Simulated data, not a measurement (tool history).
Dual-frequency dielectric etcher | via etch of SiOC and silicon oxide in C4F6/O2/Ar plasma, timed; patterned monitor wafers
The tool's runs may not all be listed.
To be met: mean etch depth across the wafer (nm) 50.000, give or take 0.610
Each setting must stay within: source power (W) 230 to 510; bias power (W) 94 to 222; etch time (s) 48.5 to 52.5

run	day	source power (W)	bias power (W)	etch time (s)	mean etch depth across the wafer (nm)
1	0.000	370	158	52.5	57.679
2	0.329	400	158	52.5	59.965
3	0.604	400	158	52.5	59.964
4	0.708	400	158	52.5	60.084
5	0.750	370	157	52.5	57.618
6	0.804	410	157	52.5	60.333
7	1.083	380	156	52.5	58.138
8	1.454	360	155	52.5	56.592

Exercise: of the 5 proposed moves below, exactly one satisfies all targets within the stated allowed misses. Which move is it?
A	1.825	360	161	50.5	?
B	1.825	390	131	49.5	?
C	1.825	340	149	50.5	?
D	1.825	340	148	48.5	?
E	1.825	330	166	51.5	?

move	mean etch depth across the wafer (nm)
A	55.193
B	52.037
C	52.060
D	49.869
E	54.524
A: gains on the last run, yet a result remains outside its allowed miss
B: gains on the last run, yet a result remains outside its allowed miss
C: gains on the last run, yet a result remains outside its allowed miss
D: each result inside its tolerance
E: gains on the last run, yet a result remains outside its allowed miss
D is the move that brings every result within its allowed miss.

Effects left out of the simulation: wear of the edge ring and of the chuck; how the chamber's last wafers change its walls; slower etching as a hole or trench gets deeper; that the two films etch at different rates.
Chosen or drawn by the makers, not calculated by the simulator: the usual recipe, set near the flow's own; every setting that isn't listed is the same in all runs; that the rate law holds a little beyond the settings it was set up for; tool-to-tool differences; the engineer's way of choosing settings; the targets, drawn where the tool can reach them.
